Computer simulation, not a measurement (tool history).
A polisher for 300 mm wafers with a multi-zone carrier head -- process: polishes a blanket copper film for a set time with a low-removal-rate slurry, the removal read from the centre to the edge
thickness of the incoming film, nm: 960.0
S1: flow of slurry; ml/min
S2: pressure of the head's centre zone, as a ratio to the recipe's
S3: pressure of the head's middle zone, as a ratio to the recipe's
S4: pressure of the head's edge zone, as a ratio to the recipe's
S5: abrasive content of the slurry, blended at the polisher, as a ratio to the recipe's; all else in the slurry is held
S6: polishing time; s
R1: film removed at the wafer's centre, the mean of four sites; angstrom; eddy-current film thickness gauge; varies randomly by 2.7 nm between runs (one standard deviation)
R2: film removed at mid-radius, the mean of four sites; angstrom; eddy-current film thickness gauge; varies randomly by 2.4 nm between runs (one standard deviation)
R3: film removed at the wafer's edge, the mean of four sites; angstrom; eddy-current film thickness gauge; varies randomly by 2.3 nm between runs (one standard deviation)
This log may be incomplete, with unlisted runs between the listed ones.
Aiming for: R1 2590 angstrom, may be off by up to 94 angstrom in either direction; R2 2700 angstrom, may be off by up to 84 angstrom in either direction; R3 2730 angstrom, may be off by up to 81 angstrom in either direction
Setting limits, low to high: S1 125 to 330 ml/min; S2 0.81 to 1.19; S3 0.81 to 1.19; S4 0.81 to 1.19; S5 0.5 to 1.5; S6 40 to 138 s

| run | hour | S1 | S2 | S3 | S4 | S5 | S6 | R1 | R2 | R3 |
|---|---|---|---|---|---|---|---|---|---|---|
| 1 | 0 | 210 | 1 | 1 | 1 | 1 | 88 | 2311.8 | 2233.2 | 2199.4 |
| 2 | 9 | 210 | 1 | 1 | 1.05 | 1 | 88 | 2317.5 | 2176.4 | 2226.4 |
| 3 | 16.3 | 215 | 0.99 | 1.01 | 1.07 | 1.1 | 89 | 2389.2 | 2279.2 | 2323 |
| 4 | 21.7 | 215 | 0.99 | 0.95 | 1.07 | 1.1 | 89 | 2431.4 | 2146.7 | 2328 |
| 5 | 22.5 | 215 | 0.99 | 0.95 | 1.12 | 1.1 | 89 | 2439.9 | 2193.5 | 2420.5 |
| 6 | 25.8 | 215 | 0.99 | 0.95 | 1.09 | 1.1 | 89 | 2426 | 2165.2 | 2354.4 |
| 7 | 27 | 220 | 0.98 | 0.97 | 1.11 | 1.15 | 90 | 2472.8 | 2252.7 | 2411.9 |
| 8 | 30.1 | 215 | 0.96 | 0.98 | 1.12 | 1.2 | 92 | 2488.7 | 2385.9 | 2534.9 |
| 9 | 37.9 | 220 | 0.96 | 0.99 | 1.13 | 1.2 | 92 | 2484.4 | 2360.9 | 2556.3 |
| 10 | 43.6 | 225 | 0.96 | 1.01 | 1.14 | 1.2 | 92 | 2466.2 | 2439.9 | 2559.2 |
| 11 | 47.2 | 230 | 0.96 | 1.02 | 1.15 | 1.2 | 92 | 2493.3 | 2441.7 | 2585 |
| 12 | 52.8 | 235 | 0.96 | 1.04 | 1.16 | 1.2 | 92 | 2467.2 | 2494.7 | 2572.7 |
| 13 | 59.3 | 235 | 0.96 | 1.05 | 1.16 | 1.25 | 92 | 2543.4 | 2553 | 2629.9 |
| 14 | 65.8 | 240 | 0.96 | 1.06 | 1.17 | 1.25 | 92 | 2526.4 | 2521.7 | 2628.9 |
| 15 | 70.3 | 240 | 0.96 | 1.07 | 1.17 | 1.25 | 92 | 2505.1 | 2612.3 | 2643.7 |
| 16 | 77.4 | 245 | 0.96 | 1.07 | 1.17 | 1.25 | 92 | 2544.7 | 2614.6 | 2687.3 |

Which single option among these 5 for the next run brings every result within its allowed miss of target? Just one does.
| A | 84.5 | 275 | 0.82 | 1.02 | 1.19 | 1.25 | 99 | ? | ? | ? |
| B | 84.5 | 250 | 0.87 | 1 | 1.03 | 1.45 | 98 | ? | ? | ? |
| C | 84.5 | 225 | 0.97 | 1.12 | 1.1 | 1.1 | 96 | ? | ? | ? |
| D | 84.5 | 260 | 1.08 | 1.07 | 1.12 | 1.25 | 90 | ? | ? | ? |
| E | 84.5 | 280 | 1.01 | 1.02 | 1.17 | 1.35 | 88 | ? | ? | ? |

| move | R1 | R2 | R3 |
|---|---|---|---|
| A | 2451.2 | 2749.8 | 2879.8 |
| B | 2608.9 | 2741.2 | 2719.9 |
| C | 2604.7 | 2744.4 | 2560.9 |
| D | 2806.6 | 2585.4 | 2524.5 |
| E | 2654.7 | 2489.1 | 2585 |
A: gets the furthest-off result to its target, but another result is out of tolerance
B: each result inside its tolerance
C: gets the furthest-off result to its target, but another result is out of tolerance
D: the biggest miss grows against the last run
E: the biggest miss grows against the last run
B meets every target.
